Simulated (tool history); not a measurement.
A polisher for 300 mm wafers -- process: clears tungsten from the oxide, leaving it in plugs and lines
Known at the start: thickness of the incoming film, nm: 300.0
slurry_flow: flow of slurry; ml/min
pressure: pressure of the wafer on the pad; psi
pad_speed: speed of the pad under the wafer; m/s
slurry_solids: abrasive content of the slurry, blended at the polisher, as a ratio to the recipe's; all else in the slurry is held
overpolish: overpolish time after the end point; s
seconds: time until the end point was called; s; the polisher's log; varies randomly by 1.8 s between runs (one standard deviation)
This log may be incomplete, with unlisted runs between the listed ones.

run	hour	slurry_flow	pressure	pad_speed	slurry_solids	overpolish	seconds
1	0	230	2.4	1.28	1	6	69.782
2	5.8	230	2.1	1.2	1	6	87.927
3	9.4	230	1.8	1.18	1	6	102.06
4	14.3	230	1.8	1.18	1	6	102.43
5	22.8	230	1.6	1.16	1	6	115.7
6	23.9	230	1.5	1.16	1	6	121.93
7	31.4	230	1.4	1.16	1	6	129.78
8	37.8	230	1.3	1.16	1	6	138.08

Run 9 is up next; what results do you expect?
9	46.6	230	1.1	1.14	1	6	?

seconds: 166.72 s
